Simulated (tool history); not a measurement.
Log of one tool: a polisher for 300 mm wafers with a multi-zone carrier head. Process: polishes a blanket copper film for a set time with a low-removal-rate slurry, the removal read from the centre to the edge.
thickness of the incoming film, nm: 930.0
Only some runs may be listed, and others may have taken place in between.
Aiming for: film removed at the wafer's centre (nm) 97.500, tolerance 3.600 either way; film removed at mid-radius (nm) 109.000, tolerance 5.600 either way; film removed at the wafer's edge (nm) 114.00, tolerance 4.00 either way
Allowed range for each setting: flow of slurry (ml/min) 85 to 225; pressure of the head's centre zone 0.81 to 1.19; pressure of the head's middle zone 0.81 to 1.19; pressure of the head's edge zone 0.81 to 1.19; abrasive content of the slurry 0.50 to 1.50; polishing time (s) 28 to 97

run,hour,flow of slurry (ml/min),pressure of the head's centre zone,pressure of the head's middle zone,pressure of the head's edge zone,abrasive content of the slurry,polishing time (s),film removed at the wafer's centre (nm),film removed at mid-radius (nm),film removed at the wafer's edge (nm)
1,0.0,145,1.00,1.00,1.00,1.00,62,161.300,156.510,167.25
2,7.2,135,0.96,0.99,0.97,0.85,59,141.190,145.830,149.00
3,9.2,135,0.96,0.99,0.90,0.85,59,141.670,146.260,142.89
4,17.4,135,0.96,0.99,0.85,0.85,59,142.780,144.530,140.32
5,23.9,125,0.92,0.96,0.86,0.75,57,124.690,129.400,131.94
6,31.2,120,0.90,0.96,0.85,0.70,56,117.420,126.000,124.90
7,36.6,115,0.88,0.94,0.85,0.65,56,112.220,117.550,123.34
8,37.6,110,0.86,0.94,0.84,0.60,56,105.530,116.320,120.57
9,44.1,105,0.86,0.94,0.83,0.60,56,104.790,114.460,116.97

Which one of the following 4 next-run settings gets every result inside its allowed miss? There is exactly one.
A,50.6,90,0.82,0.89,0.95,0.70,52,?,?,?
B,50.6,90,0.81,0.95,0.87,0.50,57,?,?,?
C,50.6,130,0.83,0.92,0.88,0.55,51,?,?,?
D,50.6,95,0.87,1.02,0.81,0.65,57,?,?,?

move,film removed at the wafer's centre (nm),film removed at mid-radius (nm),film removed at the wafer's edge (nm)
A,87.894,98.572,113.18
B,89.909,107.760,112.42
C,95.484,106.900,111.09
D,103.440,121.990,115.25
A: moves the result that the last run missed by most past its target, out the other side
B: moves the result that the last run missed by most past its target, out the other side
C: every result lands within tolerance
D: further off than the last run
Move C is the one to make.
